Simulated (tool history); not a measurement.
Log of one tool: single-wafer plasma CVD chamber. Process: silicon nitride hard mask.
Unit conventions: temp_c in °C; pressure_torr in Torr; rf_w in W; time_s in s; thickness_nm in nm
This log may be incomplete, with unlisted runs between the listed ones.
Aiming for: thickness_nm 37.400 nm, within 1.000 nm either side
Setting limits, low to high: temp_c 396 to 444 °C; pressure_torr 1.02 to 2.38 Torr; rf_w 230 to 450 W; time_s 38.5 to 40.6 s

Run 1, hour 0.0: temp_c 420 °C, pressure_torr 1.70 Torr, rf_w 340 W, time_s 40.6 s. Result: thickness_nm 52.818 nm.
Run 2, hour 5.5: temp_c 420 °C, pressure_torr 1.70 Torr, rf_w 340 W, time_s 38.5 s. Result: thickness_nm 49.462 nm.
Run 3, hour 11.9: temp_c 420 °C, pressure_torr 1.56 Torr, rf_w 315 W, time_s 38.5 s. Result: thickness_nm 44.334 nm.
Run 4, hour 14.5: temp_c 420 °C, pressure_torr 1.56 Torr, rf_w 335 W, time_s 38.5 s. Result: thickness_nm 47.704 nm.
Run 5, hour 19.1: temp_c 412 °C, pressure_torr 1.56 Torr, rf_w 335 W, time_s 38.5 s. Result: thickness_nm 47.907 nm.
Run 6, hour 25.3: temp_c 412 °C, pressure_torr 1.56 Torr, rf_w 335 W, time_s 38.5 s. Result: thickness_nm 47.723 nm.
Run 7, hour 27.2: temp_c 412 °C, pressure_torr 1.44 Torr, rf_w 320 W, time_s 38.5 s. Result: thickness_nm 44.038 nm.
Run 8, hour 32.4: temp_c 412 °C, pressure_torr 1.34 Torr, rf_w 315 W, time_s 38.5 s. Result: thickness_nm 41.803 nm.
Run 9, hour 39.2: temp_c 412 °C, pressure_torr 1.26 Torr, rf_w 315 W, time_s 38.5 s. Result: thickness_nm 40.560 nm.
Run 10, hour 46.7: temp_c 412 °C, pressure_torr 1.21 Torr, rf_w 315 W, time_s 38.5 s. Result: thickness_nm 39.674 nm.
Run 11, hour 54.7: temp_c 412 °C, pressure_torr 1.17 Torr, rf_w 315 W, time_s 38.5 s. Result: thickness_nm 39.198 nm.
Run 12, hour 55.7: temp_c 412 °C, pressure_torr 1.14 Torr, rf_w 315 W, time_s 38.5 s. Result: thickness_nm 38.640 nm.
Run 13, hour 57.1: temp_c 412 °C, pressure_torr 1.03 Torr, rf_w 305 W, time_s 38.5 s. Result: thickness_nm 34.991 nm.
Run 14, hour 64.3: temp_c 411 °C, pressure_torr 1.06 Torr, rf_w 305 W, time_s 38.5 s. Result: thickness_nm 35.529 nm.
Run 15, hour 69.4: temp_c 411 °C, pressure_torr 1.09 Torr, rf_w 305 W, time_s 38.5 s. Result: thickness_nm 36.339 nm.

Exercise: of the 5 proposed moves below, exactly one satisfies all targets within the stated allowed misses. Which move is it?
Run A, hour 74.5: temp_c 412 °C, pressure_torr 1.02 Torr, rf_w 315 W, time_s 38.5 s. Result: thickness_nm ?.
Run B, hour 74.5: temp_c 418 °C, pressure_torr 1.19 Torr, rf_w 290 W, time_s 40.2 s. Result: thickness_nm ?.
Run C, hour 74.5: temp_c 402 °C, pressure_torr 1.63 Torr, rf_w 250 W, time_s 38.5 s. Result: thickness_nm ?.
Run D, hour 74.5: temp_c 417 °C, pressure_torr 1.12 Torr, rf_w 290 W, time_s 38.5 s. Result: thickness_nm ?.
Run E, hour 74.5: temp_c 411 °C, pressure_torr 1.04 Torr, rf_w 300 W, time_s 39.9 s. Result: thickness_nm ?.

move  thickness_nm
   A        35.522
   B        37.205
   C        34.513
   D        34.438
   E        35.417
A: its largest miss is bigger than the last run's
B: every result within its allowed miss
C: its largest miss is bigger than the last run's
D: its largest miss is bigger than the last run's
E: its largest miss is bigger than the last run's
Go with B: it meets all targets.
